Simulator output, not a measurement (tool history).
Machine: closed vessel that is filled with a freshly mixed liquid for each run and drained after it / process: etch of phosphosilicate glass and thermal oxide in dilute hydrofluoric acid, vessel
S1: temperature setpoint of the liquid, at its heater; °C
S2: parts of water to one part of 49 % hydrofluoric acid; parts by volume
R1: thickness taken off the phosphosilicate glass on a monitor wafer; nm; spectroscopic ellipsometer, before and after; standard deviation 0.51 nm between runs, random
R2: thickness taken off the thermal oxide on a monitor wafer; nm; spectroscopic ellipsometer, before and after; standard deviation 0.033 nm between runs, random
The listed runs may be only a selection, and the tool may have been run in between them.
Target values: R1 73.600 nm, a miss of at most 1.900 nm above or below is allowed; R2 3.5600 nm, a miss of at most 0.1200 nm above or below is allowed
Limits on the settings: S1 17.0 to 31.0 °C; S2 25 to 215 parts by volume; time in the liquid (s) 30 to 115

Run 1, day 0.000: S1 23.0 °C, S2 120 parts by volume, time in the liquid (s) 60. Result: R1 46.571 nm, R2 2.2076 nm.
Run 2, day 0.092: S1 23.0 °C, S2 75 parts by volume, time in the liquid (s) 60. Result: R1 76.477 nm, R2 3.7682 nm.
Run 3, day 0.225: S1 23.0 °C, S2 105 parts by volume, time in the liquid (s) 60. Result: R1 53.857 nm, R2 2.5899 nm.
Run 4, day 0.492: S1 24.5 °C, S2 105 parts by volume, time in the liquid (s) 60. Result: R1 56.773 nm, R2 2.7133 nm.
Run 5, day 0.754: S1 27.5 °C, S2 105 parts by volume, time in the liquid (s) 60. Result: R1 63.408 nm, R2 3.0653 nm.
Run 6, day 1.017: S1 27.5 °C, S2 135 parts by volume, time in the liquid (s) 60. Result: R1 47.858 nm, R2 2.3102 nm.
Run 7, day 1.200: S1 28.0 °C, S2 130 parts by volume, time in the liquid (s) 60. Result: R1 51.449 nm, R2 2.4295 nm.
Run 8, day 1.329: S1 29.0 °C, S2 90 parts by volume, time in the liquid (s) 60. Result: R1 80.391 nm, R2 3.8417 nm.
Run 9, day 1.400: S1 28.5 °C, S2 90 parts by volume, time in the liquid (s) 60. Result: R1 78.681 nm, R2 3.8686 nm.
Run 10, day 1.438: S1 28.0 °C, S2 90 parts by volume, time in the liquid (s) 60. Result: R1 77.180 nm, R2 3.7642 nm.
Run 11, day 1.700: S1 27.5 °C, S2 90 parts by volume, time in the liquid (s) 60. Result: R1 76.103 nm, R2 3.6928 nm.

Exercise: of the 4 proposed moves below, exactly one satisfies all targets within the stated allowed misses. Which move is it?
Run A, day 1.962: S1 28.5 °C, S2 115 parts by volume, time in the liquid (s) 80. Result: R1 ?, R2 ?.
Run B, day 1.962: S1 28.0 °C, S2 100 parts by volume, time in the liquid (s) 70. Result: R1 ?, R2 ?.
Run C, day 1.962: S1 26.5 °C, S2 110 parts by volume, time in the liquid (s) 80. Result: R1 ?, R2 ?.
Run D, day 1.962: S1 25.5 °C, S2 80 parts by volume, time in the liquid (s) 55. Result: R1 ?, R2 ?.

move      R1      R2
   A  79.789  3.8700
   B  80.383  3.8988
   C  77.821  3.7745
   D  73.556  3.5677
A: moves away from the targets compared with the last run
B: moves away from the targets compared with the last run
C: moves away from the targets compared with the last run
D: each result inside its tolerance
The move that meets every target is D.
